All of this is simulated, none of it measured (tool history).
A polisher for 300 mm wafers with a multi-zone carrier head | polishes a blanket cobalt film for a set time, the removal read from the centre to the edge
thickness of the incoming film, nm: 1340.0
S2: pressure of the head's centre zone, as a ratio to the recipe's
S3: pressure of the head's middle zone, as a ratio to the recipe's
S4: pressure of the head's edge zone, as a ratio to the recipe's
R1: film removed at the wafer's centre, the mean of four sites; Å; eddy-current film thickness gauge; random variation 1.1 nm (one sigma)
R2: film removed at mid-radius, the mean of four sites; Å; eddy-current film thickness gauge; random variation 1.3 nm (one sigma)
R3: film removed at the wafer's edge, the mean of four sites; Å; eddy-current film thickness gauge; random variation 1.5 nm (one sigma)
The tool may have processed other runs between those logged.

run 1 day=0.000 | flow_of_slurry_(ml/min)=310 S2=1.00 S3=1.00 S4=1.00 polishing_time_(s)=56 | R1=2518.0 R2=2286.2 R3=2310.9
run 2 day=0.333 | flow_of_slurry_(ml/min)=310 S2=1.07 S3=1.00 S4=1.00 polishing_time_(s)=56 | R1=2698.3 R2=2309.5 R3=2312.0
run 3 day=0.504 | flow_of_slurry_(ml/min)=310 S2=1.07 S3=1.00 S4=0.93 polishing_time_(s)=56 | R1=2690.3 R2=2303.4 R3=2263.9
run 4 day=0.850 | flow_of_slurry_(ml/min)=310 S2=1.07 S3=1.00 S4=0.93 polishing_time_(s)=62 | R1=2993.9 R2=2538.7 R3=2461.7
run 5 day=0.988 | flow_of_slurry_(ml/min)=310 S2=1.07 S3=1.00 S4=0.87 polishing_time_(s)=62 | R1=2939.7 R2=2537.7 R3=2382.6
run 6 day=1.129 | flow_of_slurry_(ml/min)=310 S2=1.15 S3=1.00 S4=0.87 polishing_time_(s)=62 | R1=3194.1 R2=2519.1 R3=2423.3

What does the tool deliver on the next run?
run 7 day=1.433 | flow_of_slurry_(ml/min)=220 S2=1.05 S3=1.09 S4=0.97 polishing_time_(s)=46 | R1=? R2=? R3=?

R1: 2058.6 Å
R2: 1918.6 Å
R3: 1794.4 Å
